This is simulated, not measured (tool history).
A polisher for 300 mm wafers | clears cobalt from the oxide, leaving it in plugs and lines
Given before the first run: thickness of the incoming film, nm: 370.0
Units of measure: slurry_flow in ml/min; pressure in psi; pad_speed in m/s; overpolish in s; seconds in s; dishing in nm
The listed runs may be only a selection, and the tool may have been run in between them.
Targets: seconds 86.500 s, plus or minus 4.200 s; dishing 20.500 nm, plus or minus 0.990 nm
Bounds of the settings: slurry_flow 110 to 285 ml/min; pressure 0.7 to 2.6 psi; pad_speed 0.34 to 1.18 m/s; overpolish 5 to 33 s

run	day	slurry_flow	pressure	pad_speed	overpolish	seconds	dishing
1	0.000	180	1.6	0.76	17	147.790	29.411
2	0.054	180	1.3	0.76	17	177.050	25.237
3	0.158	145	1.3	0.76	17	192.420	24.446
4	0.496	110	1.3	0.76	17	201.000	24.326
5	0.754	110	1.6	0.76	17	167.000	27.496
6	0.829	145	1.7	0.78	15	142.200	28.105
7	1.121	175	1.7	0.82	13	131.180	25.872
8	1.446	195	1.7	0.86	11	125.410	24.711
9	1.475	215	1.7	0.90	10	114.720	23.992
10	1.842	230	1.7	0.94	9	112.700	23.447
11	2.188	240	1.7	0.98	8	104.250	21.958
12	2.292	245	1.7	1.00	7	101.430	20.175
13	2.492	245	1.8	1.02	6	97.913	18.776
14	2.558	250	1.8	1.02	6	96.239	18.908
15	2.783	250	1.9	1.02	7	92.380	22.316
16	3.154	250	1.9	1.04	7	89.955	22.098

Exactly one of the 5 candidate moves below puts every result within its allowed miss. Which one?
A	3.525	245	2.2	0.90	7	?	?
B	3.525	220	2.1	0.92	8	?	?
C	3.525	285	1.9	1.08	6	?	?
D	3.525	240	2.1	1.02	7	?	?
E	3.525	260	1.9	1.04	8	?	?

move	seconds	dishing
A	86.786	22.899
B	90.011	24.645
C	82.527	21.121
D	80.563	24.222
E	86.410	25.400
A: moves away from the targets compared with the last run
B: moves away from the targets compared with the last run
C: every result within its allowed miss
D: moves away from the targets compared with the last run
E: moves away from the targets compared with the last run
Move C is the one to make.
